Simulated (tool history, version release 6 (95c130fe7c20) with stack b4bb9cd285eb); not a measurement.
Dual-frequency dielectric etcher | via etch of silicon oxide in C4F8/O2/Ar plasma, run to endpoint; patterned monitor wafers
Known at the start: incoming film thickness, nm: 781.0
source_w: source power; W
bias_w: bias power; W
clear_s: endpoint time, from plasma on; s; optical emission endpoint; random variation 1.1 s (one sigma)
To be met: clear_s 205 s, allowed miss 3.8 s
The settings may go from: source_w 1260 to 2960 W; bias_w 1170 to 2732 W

| run | day | source_w | bias_w | clear_s |
|---|---|---|---|---|
| 1 | 0 | 2110 | 1951 | 162.58 |
| 2 | 0.258 | 1930 | 1842 | 168.56 |
| 3 | 0.542 | 1740 | 1842 | 173.55 |
| 4 | 0.896 | 1950 | 1842 | 169.89 |
| 5 | 1.271 | 1810 | 1713 | 176.93 |
| 6 | 1.408 | 1700 | 1626 | 182.24 |
| 7 | 1.596 | 1610 | 1555 | 189.91 |
| 8 | 1.638 | 1540 | 1530 | 192.06 |
| 9 | 1.892 | 1490 | 1504 | 194.9 |
| 10 | 1.967 | 1450 | 1487 | 197.44 |
| 11 | 2.083 | 1410 | 1479 | 199.64 |
| 12 | 2.412 | 1380 | 1475 | 198.6 |

Which of these 4 next moves meets every target?
| A | 2.742 | 1350 | 1607 | ? |
| B | 2.742 | 1480 | 1277 | ? |
| C | 2.742 | 1260 | 1272 | ? |
| D | 2.742 | 1590 | 1583 | ? |

| move | clear_s |
|---|---|
| A | 195.73 |
| B | 206.36 |
| C | 215.43 |
| D | 188.47 |
A: further off than the last run
B: meets every target
C: takes the result that was furthest off past its target
D: further off than the last run
The right move is B.

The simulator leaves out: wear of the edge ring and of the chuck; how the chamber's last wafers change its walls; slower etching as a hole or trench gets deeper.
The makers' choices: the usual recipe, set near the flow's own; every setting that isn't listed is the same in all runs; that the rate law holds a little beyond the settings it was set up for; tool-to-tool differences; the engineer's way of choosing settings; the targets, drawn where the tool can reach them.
